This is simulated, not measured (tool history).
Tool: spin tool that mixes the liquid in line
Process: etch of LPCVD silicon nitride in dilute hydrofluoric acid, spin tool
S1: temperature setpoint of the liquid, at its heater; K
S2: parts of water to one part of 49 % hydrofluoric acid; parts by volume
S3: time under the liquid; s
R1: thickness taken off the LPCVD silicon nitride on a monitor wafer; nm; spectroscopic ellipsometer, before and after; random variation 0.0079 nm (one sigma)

| run | hour | S1 | S2 | S3 | R1 |
|---|---|---|---|---|---|
| 1 | 0.0 | 296.15 | 155 | 100 | 0.27496 |
| 2 | 7.0 | 296.15 | 130 | 100 | 0.35393 |
| 3 | 12.0 | 295.65 | 150 | 95 | 0.27226 |
| 4 | 16.7 | 294.65 | 160 | 95 | 0.26445 |
| 5 | 18.7 | 294.65 | 175 | 90 | 0.19198 |
| 6 | 26.8 | 294.65 | 175 | 100 | 0.22856 |
| 7 | 32.1 | 294.65 | 185 | 100 | 0.22211 |

Forecast run 8:
| 8 | 38.2 | 294.65 | 195 | 100 | ? |

R1: 0.20482 nm

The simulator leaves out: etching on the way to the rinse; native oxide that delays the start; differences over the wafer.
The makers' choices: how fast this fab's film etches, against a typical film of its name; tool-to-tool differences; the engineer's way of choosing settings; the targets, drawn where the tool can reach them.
